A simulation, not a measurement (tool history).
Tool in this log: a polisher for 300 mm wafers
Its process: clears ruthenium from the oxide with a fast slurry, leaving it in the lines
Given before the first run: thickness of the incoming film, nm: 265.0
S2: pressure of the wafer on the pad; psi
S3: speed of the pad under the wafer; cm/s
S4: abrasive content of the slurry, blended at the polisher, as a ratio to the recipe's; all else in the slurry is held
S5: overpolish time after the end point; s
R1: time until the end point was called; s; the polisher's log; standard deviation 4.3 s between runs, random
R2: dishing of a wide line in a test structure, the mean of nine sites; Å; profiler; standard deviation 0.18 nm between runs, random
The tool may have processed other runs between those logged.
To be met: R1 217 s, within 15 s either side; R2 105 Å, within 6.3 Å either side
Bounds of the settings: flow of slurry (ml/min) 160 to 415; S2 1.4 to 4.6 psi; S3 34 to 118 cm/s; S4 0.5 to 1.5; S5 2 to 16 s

run 1 hour=0 | flow_of_slurry_(ml/min)=265 S2=3 S3=76 S4=1 S5=8 | R1=79.451 R2=221.28
run 2 hour=8 | flow_of_slurry_(ml/min)=265 S2=2.4 S3=76 S4=1 S5=8 | R1=96.053 R2=188.86
run 3 hour=11.1 | flow_of_slurry_(ml/min)=265 S2=2.4 S3=76 S4=0.85 S5=8 | R1=103.79 R2=166.47
run 4 hour=12.9 | flow_of_slurry_(ml/min)=265 S2=2.4 S3=92 S4=0.85 S5=8 | R1=89.118 R2=201.83
run 5 hour=21.5 | flow_of_slurry_(ml/min)=265 S2=2.4 S3=92 S4=0.9 S5=8 | R1=85.893 R2=209.43
run 6 hour=23.6 | flow_of_slurry_(ml/min)=265 S2=2.4 S3=92 S4=0.75 S5=8 | R1=99.294 R2=177.25
run 7 hour=29.4 | flow_of_slurry_(ml/min)=260 S2=1.6 S3=72 S4=0.75 S5=10 | R1=166.84 R2=138.2
run 8 hour=34.2 | flow_of_slurry_(ml/min)=260 S2=1.6 S3=70 S4=0.75 S5=10 | R1=173.32 R2=129.95
run 9 hour=37.3 | flow_of_slurry_(ml/min)=260 S2=1.6 S3=68 S4=0.75 S5=10 | R1=177.25 R2=134.13
run 10 hour=42.2 | flow_of_slurry_(ml/min)=260 S2=1.6 S3=66 S4=0.75 S5=10 | R1=178.24 R2=128.67
run 11 hour=43.8 | flow_of_slurry_(ml/min)=260 S2=1.4 S3=54 S4=0.75 S5=10 | R1=241.25 R2=97.06

Which of these 4 next moves meets every target?
run A hour=45.4 | flow_of_slurry_(ml/min)=315 S2=1.7 S3=52 S4=0.75 S5=10 | R1=? R2=?
run B hour=45.4 | flow_of_slurry_(ml/min)=230 S2=1.4 S3=58 S4=0.65 S5=13 | R1=? R2=?
run C hour=45.4 | flow_of_slurry_(ml/min)=255 S2=1.8 S3=54 S4=0.8 S5=7 | R1=? R2=?
run D hour=45.4 | flow_of_slurry_(ml/min)=285 S2=2.4 S3=48 S4=0.65 S5=11 | R1=? R2=?

move=A R1=205.09 R2=109.19
move=B R1=250.94 R2=115.83
move=C R1=182.23 R2=86.478
move=D R1=210.02 R2=117.07
A: in spec on every target
B: further off than the last run
C: takes the result that was furthest off past its target
D: brings the last run's worst result on target, with another outside its allowed miss
The right move is A.
